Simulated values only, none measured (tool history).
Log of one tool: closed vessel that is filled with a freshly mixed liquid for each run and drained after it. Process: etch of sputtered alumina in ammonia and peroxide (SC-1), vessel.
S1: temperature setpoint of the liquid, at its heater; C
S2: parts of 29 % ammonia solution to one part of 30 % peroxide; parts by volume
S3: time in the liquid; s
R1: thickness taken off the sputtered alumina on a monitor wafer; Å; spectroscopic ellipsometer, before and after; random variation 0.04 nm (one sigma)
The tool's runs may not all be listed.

{"run": 1, "hour": 0.0, "S1": 62, "S2": 0.45, "S3": 130, "R1": 92.953}
{"run": 2, "hour": 3.5, "S1": 62, "S2": 0.55, "S3": 130, "R1": 95.223}
{"run": 3, "hour": 6.7, "S1": 58.5, "S2": 0.55, "S3": 130, "R1": 80.795}
{"run": 4, "hour": 12.0, "S1": 55.5, "S2": 0.55, "S3": 130, "R1": 68.298}
{"run": 5, "hour": 17.8, "S1": 55.5, "S2": 0.45, "S3": 130, "R1": 67.504}
{"run": 6, "hour": 21.8, "S1": 53.5, "S2": 0.45, "S3": 130, "R1": 59.927}
{"run": 7, "hour": 23.1, "S1": 52.5, "S2": 0.45, "S3": 130, "R1": 56.589}
{"run": 8, "hour": 25.0, "S1": 51.5, "S2": 0.45, "S3": 130, "R1": 54.098}
{"run": 9, "hour": 32.3, "S1": 51, "S2": 0.45, "S3": 130, "R1": 52.82}

Forecast run 10:
{"run": 10, "hour": 35.6, "S1": 50.5, "S2": 0.45, "S3": 130, "R1": "?"}

R1: 50.223 Å
